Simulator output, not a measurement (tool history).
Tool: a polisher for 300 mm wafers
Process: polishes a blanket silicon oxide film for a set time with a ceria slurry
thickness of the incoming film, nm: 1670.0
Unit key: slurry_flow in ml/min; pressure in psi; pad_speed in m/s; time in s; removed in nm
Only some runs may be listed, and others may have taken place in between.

run,day,slurry_flow,pressure,pad_speed,time,removed
1,0,150,2.9,1.06,93,412.91
2,0.042,150,3.4,1.06,93,466.85
3,0.138,150,3.4,1.06,93,465.32
4,0.483,150,2.9,1.06,93,405.5
5,0.771,155,3.2,1.06,93,450.74
6,1,155,3.2,1.06,97,468.46

The next listed run, before its measurement:
# day 1.188: slurry nozzle cleaned
7,1.188,160,3.3,1.06,97,?

Run 7 produced removed 492.34 nm.
